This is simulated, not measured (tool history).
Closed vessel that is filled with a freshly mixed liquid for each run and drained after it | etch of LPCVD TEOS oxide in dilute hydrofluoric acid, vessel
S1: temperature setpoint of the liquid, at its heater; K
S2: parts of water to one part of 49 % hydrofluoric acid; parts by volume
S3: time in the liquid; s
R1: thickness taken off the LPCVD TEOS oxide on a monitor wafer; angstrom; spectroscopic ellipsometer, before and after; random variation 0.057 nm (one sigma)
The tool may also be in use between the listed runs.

run    day      S1   S2  S3      R1
  1      0  298.15  140  35  40.952
  2  0.133  299.15  135  35  44.201
  3  0.304  299.15  180  35    31.4
  4  0.412  295.65  180  35  27.589
  5  0.579  295.65  180  30  23.849
  6  0.754  293.15  180  30    21.4
  7  0.875  294.65  170  30  24.536
  8  1.133  295.65  160  30  27.042
  9  1.488  299.65  105  30  51.335

Run 10 comes next. What will it give?
 10  1.538  300.15  100  30   ?

Run 10 gave R1 55.89 angstrom.

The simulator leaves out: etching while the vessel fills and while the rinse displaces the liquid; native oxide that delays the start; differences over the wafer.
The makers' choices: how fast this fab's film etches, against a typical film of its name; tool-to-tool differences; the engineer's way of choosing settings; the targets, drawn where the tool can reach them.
